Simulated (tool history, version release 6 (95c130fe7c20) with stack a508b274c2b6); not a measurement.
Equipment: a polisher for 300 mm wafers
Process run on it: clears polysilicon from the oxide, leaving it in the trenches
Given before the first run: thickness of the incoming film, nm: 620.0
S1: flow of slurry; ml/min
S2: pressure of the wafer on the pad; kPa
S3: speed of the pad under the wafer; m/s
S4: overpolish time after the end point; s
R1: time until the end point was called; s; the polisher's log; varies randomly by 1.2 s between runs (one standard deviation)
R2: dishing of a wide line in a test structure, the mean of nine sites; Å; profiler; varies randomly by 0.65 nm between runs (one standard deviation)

| run | day | S1 | S2 | S3 | S4 | R1 | R2 |
|---|---|---|---|---|---|---|---|
| 1 | 0 | 270 | 13.1 | 1.2 | 26 | 44.173 | 713.45 |
| 2 | 0.083 | 270 | 11.7 | 1.2 | 26 | 49.517 | 721.77 |
| 3 | 0.242 | 270 | 14.5 | 1.2 | 26 | 40.4 | 748.3 |
| 4 | 0.542 | 240 | 12.4 | 1.04 | 21 | 53.905 | 702.68 |
| 5 | 0.654 | 220 | 11 | 0.92 | 18 | 68.276 | 654.49 |
| 6 | 0.7 | 260 | 11 | 0.92 | 18 | 66.955 | 645.99 |
| 7 | 1.067 | 275 | 9.7 | 0.82 | 15 | 84.396 | 552.15 |
| 8 | 1.2 | 290 | 9 | 0.76 | 15 | 95.12 | 511.38 |
| 9 | 1.462 | 295 | 8.3 | 0.72 | 15 | 108.87 | 480.68 |
| 10 | 1.788 | 300 | 7.6 | 0.7 | 16 | 119.85 | 472.8 |
| 11 | 2.138 | 310 | 6.9 | 0.7 | 17 | 130.6 | 467.36 |
| 12 | 2.4 | 385 | 6.2 | 0.66 | 8 | 152.09 | 249.32 |
| 13 | 2.45 | 360 | 6.2 | 0.66 | 8 | 149.69 | 241.38 |
| 14 | 2.604 | 325 | 6.2 | 0.64 | 8 | 154.6 | 240.75 |
| 15 | 2.708 | 325 | 6.2 | 0.62 | 10 | 158.28 | 287.27 |
| 16 | 2.971 | 325 | 6.2 | 0.62 | 10 | 159.81 | 280.26 |

Run 17 is up next; what results do you expect?
| 17 | 3.133 | 325 | 6.2 | 0.62 | 10 | ? | ? |

Logged for run 17: R1 158.09 s, R2 284.93 Å.
